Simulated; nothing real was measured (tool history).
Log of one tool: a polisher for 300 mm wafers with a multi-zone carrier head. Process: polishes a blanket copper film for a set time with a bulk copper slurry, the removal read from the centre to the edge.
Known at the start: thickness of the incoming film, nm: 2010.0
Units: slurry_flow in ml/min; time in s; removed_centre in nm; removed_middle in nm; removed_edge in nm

run    day  slurry_flow  centre_zone  middle_zone  edge_zone  slurry_solids  time  removed_centre  removed_middle  removed_edge
  1      0          160            1            1          1              1    52          805.62          833.04        808.28
  2  0.304          145         0.94         1.02       0.99           0.85    49          675.87          761.13        731.86
  3  0.442          135          0.9         1.03       0.97           0.75    47           595.8          679.18        672.93
  4  0.804          125         0.87         1.07       0.95           0.65    46          527.59          642.44        610.04
  5  0.825          115         0.85         1.09       0.95           0.65    46          506.47          655.07        608.93
  6  0.942          110         0.84         1.09       0.94           0.65    46          483.22          648.48        599.72

Run 7 comes next. What will it give?
  7  1.088          105         0.84         1.09       0.93           0.65    46               ?               ?             ?

Run 7 gave removed_centre 486.45 nm, removed_middle 632.41 nm, removed_edge 593.08 nm.
